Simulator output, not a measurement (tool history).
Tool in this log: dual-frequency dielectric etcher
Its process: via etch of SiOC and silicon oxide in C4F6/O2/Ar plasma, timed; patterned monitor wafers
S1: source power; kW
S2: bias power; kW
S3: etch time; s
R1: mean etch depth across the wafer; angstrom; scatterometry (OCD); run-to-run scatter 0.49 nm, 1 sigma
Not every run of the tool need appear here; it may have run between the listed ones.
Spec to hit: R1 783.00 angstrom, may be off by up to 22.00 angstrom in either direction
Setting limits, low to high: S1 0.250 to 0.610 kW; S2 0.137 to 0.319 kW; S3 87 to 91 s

run,hour,S1,S2,S3,R1
1,0.0,0.430,0.228,87,1004.60
2,0.8,0.380,0.208,87,922.08
3,3.6,0.380,0.208,87,924.36
4,11.9,0.380,0.187,87,894.77
5,16.5,0.380,0.156,87,825.28
6,22.1,0.380,0.156,87,825.38
7,25.9,0.380,0.156,87,825.43
8,32.6,0.370,0.154,87,815.89
9,33.8,0.360,0.152,87,805.28

Of the 5 settings listed for the next run, only one would bring every result within its allowed miss of target. Which one?
A,35.0,0.270,0.149,89,?
B,35.0,0.390,0.160,87,?
C,35.0,0.360,0.137,87,?
D,35.0,0.350,0.163,91,?
E,35.0,0.320,0.142,87,?

move,R1
A,736.18
B,850.79
C,780.21
D,859.30
E,754.96
A: takes the result that was furthest off past its target
B: lands further from the targets than the last run did
C: every result lands within tolerance
D: lands further from the targets than the last run did
E: takes the result that was furthest off past its target
C meets every target.
